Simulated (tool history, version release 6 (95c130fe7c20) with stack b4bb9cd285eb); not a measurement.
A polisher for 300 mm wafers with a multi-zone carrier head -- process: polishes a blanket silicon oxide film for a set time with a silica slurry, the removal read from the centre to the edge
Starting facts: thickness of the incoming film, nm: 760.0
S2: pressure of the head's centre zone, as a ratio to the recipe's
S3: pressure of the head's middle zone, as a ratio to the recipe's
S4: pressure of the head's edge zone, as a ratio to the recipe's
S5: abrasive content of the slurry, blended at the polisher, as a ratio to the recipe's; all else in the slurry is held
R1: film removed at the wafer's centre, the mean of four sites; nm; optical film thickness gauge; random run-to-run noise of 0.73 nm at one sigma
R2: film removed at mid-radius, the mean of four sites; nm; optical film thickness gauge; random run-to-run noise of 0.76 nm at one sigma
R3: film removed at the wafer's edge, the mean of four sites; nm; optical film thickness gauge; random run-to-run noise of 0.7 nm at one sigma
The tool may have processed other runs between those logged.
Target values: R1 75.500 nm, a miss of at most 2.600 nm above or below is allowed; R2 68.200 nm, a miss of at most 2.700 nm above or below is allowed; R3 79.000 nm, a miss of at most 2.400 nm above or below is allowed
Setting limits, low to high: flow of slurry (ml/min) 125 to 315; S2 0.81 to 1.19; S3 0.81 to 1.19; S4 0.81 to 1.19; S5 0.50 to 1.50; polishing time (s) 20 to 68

run 1 hour=0.0 | flow_of_slurry_(ml/min)=205 S2=1.00 S3=1.00 S4=1.00 S5=1.00 polishing_time_(s)=44 | R1=99.995 R2=99.201 R3=101.120
run 2 hour=4.4 | flow_of_slurry_(ml/min)=200 S2=0.99 S3=0.98 S4=0.99 S5=0.95 polishing_time_(s)=44 | R1=96.756 R2=96.584 R3=95.291
run 3 hour=7.9 | flow_of_slurry_(ml/min)=200 S2=0.99 S3=0.96 S4=1.01 S5=0.90 polishing_time_(s)=44 | R1=94.185 R2=89.229 R3=96.958
run 4 hour=11.3 | flow_of_slurry_(ml/min)=200 S2=0.99 S3=0.87 S4=1.01 S5=0.90 polishing_time_(s)=44 | R1=93.236 R2=84.158 R3=96.631
run 5 hour=16.3 | flow_of_slurry_(ml/min)=200 S2=1.04 S3=0.87 S4=1.01 S5=0.90 polishing_time_(s)=44 | R1=98.836 R2=82.629 R3=95.487
run 6 hour=20.5 | flow_of_slurry_(ml/min)=195 S2=1.03 S3=0.87 S4=1.00 S5=0.85 polishing_time_(s)=44 | R1=95.671 R2=83.064 R3=93.966
run 7 hour=22.0 | flow_of_slurry_(ml/min)=195 S2=1.03 S3=0.87 S4=1.00 S5=0.80 polishing_time_(s)=44 | R1=93.796 R2=80.600 R3=91.625
run 8 hour=26.3 | flow_of_slurry_(ml/min)=195 S2=1.02 S3=0.87 S4=1.00 S5=0.75 polishing_time_(s)=44 | R1=90.459 R2=77.305 R3=88.625
run 9 hour=32.8 | flow_of_slurry_(ml/min)=195 S2=1.01 S3=0.87 S4=1.00 S5=0.75 polishing_time_(s)=44 | R1=90.429 R2=80.002 R3=88.754
run 10 hour=35.0 | flow_of_slurry_(ml/min)=190 S2=1.00 S3=0.86 S4=1.00 S5=0.75 polishing_time_(s)=44 | R1=87.057 R2=77.626 R3=88.715
run 11 hour=36.7 | flow_of_slurry_(ml/min)=185 S2=1.00 S3=0.86 S4=1.00 S5=0.75 polishing_time_(s)=44 | R1=88.920 R2=76.475 R3=89.009
run 12 hour=40.0 | flow_of_slurry_(ml/min)=185 S2=0.99 S3=0.86 S4=0.99 S5=0.75 polishing_time_(s)=44 | R1=87.710 R2=77.750 R3=88.272
run 13 hour=48.7 | flow_of_slurry_(ml/min)=185 S2=0.98 S3=0.86 S4=0.99 S5=0.75 polishing_time_(s)=44 | R1=85.906 R2=76.042 R3=87.939
run 14 hour=55.0 | flow_of_slurry_(ml/min)=180 S2=0.97 S3=0.86 S4=0.98 S5=0.75 polishing_time_(s)=44 | R1=83.553 R2=77.107 R3=86.870
run 15 hour=57.0 | flow_of_slurry_(ml/min)=160 S2=0.96 S3=0.81 S4=0.96 S5=0.55 polishing_time_(s)=44 | R1=72.551 R2=63.187 R3=75.029
run 16 hour=59.8 | flow_of_slurry_(ml/min)=160 S2=0.96 S3=0.81 S4=0.96 S5=0.55 polishing_time_(s)=44 | R1=71.673 R2=62.351 R3=74.634
run 17 hour=68.1 | flow_of_slurry_(ml/min)=210 S2=0.97 S3=0.87 S4=1.01 S5=0.60 polishing_time_(s)=44 | R1=79.395 R2=71.719 R3=81.487
run 18 hour=73.1 | flow_of_slurry_(ml/min)=210 S2=0.97 S3=0.87 S4=1.01 S5=0.60 polishing_time_(s)=44 | R1=80.166 R2=71.307 R3=81.861
run 19 hour=81.5 | flow_of_slurry_(ml/min)=205 S2=0.97 S3=0.87 S4=1.01 S5=0.60 polishing_time_(s)=44 | R1=79.230 R2=72.648 R3=82.144
run 20 hour=86.3 | flow_of_slurry_(ml/min)=200 S2=0.97 S3=0.87 S4=1.01 S5=0.60 polishing_time_(s)=44 | R1=78.139 R2=70.628 R3=82.392
run 21 hour=94.7 | flow_of_slurry_(ml/min)=175 S2=0.96 S3=0.87 S4=0.96 S5=0.55 polishing_time_(s)=44 | R1=73.450 R2=69.349 R3=75.818

Next run, 4 choices. One meets every target within its allowed miss, the rest don't. Which?
run A hour=103.1 | flow_of_slurry_(ml/min)=165 S2=0.96 S3=0.81 S4=0.97 S5=0.60 polishing_time_(s)=41 | R1=? R2=? R3=?
run B hour=103.1 | flow_of_slurry_(ml/min)=195 S2=0.99 S3=0.89 S4=0.90 S5=0.60 polishing_time_(s)=42 | R1=? R2=? R3=?
run C hour=103.1 | flow_of_slurry_(ml/min)=200 S2=0.98 S3=0.89 S4=1.05 S5=0.85 polishing_time_(s)=36 | R1=? R2=? R3=?
run D hour=103.1 | flow_of_slurry_(ml/min)=190 S2=0.99 S3=0.81 S4=0.99 S5=0.55 polishing_time_(s)=47 | R1=? R2=? R3=?

move=A R1=70.762 R2=61.942 R3=73.305
move=B R1=77.026 R2=70.364 R3=73.919
move=C R1=75.654 R2=69.782 R3=78.660
move=D R1=82.706 R2=69.990 R3=83.143
A: its largest miss is bigger than the last run's
B: its largest miss is bigger than the last run's
C: every result within its allowed miss
D: pushes the last run's worst result past its target
Move C is the one to make.

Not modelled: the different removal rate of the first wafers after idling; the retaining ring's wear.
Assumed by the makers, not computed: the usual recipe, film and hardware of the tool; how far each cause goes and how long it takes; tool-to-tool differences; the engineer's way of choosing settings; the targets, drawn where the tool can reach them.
